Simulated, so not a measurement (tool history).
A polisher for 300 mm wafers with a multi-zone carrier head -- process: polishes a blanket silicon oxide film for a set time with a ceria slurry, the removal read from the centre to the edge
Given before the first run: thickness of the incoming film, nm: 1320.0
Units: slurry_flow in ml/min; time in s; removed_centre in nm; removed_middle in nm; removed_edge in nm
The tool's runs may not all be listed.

| run | hour | slurry_flow | centre_zone | middle_zone | edge_zone | time | removed_centre | removed_middle | removed_edge |
|---|---|---|---|---|---|---|---|---|---|
| 1 | 0 | 285 | 1 | 1 | 1 | 59 | 559.61 | 548.72 | 547.82 |
| 2 | 4.9 | 275 | 0.98 | 0.95 | 0.96 | 57 | 524.67 | 499.7 | 523.46 |
| 3 | 12.5 | 270 | 0.98 | 0.93 | 0.93 | 55 | 508.95 | 479.94 | 491.04 |
| 4 | 14.2 | 260 | 0.97 | 0.9 | 0.91 | 54 | 485.09 | 454.63 | 487.92 |
| 5 | 19.8 | 255 | 0.97 | 0.89 | 0.89 | 53 | 478.02 | 444.28 | 470.2 |
| 6 | 26.8 | 255 | 1.03 | 0.89 | 0.89 | 53 | 513.6 | 448.37 | 474.04 |

The next listed run, before its measurement:
| 7 | 28 | 245 | 1.01 | 0.88 | 0.87 | 53 | ? | ? | ? |

{"run 7": {"removed_centre": 502.43, "removed_middle": 442.31, "removed_edge": 458.65}}

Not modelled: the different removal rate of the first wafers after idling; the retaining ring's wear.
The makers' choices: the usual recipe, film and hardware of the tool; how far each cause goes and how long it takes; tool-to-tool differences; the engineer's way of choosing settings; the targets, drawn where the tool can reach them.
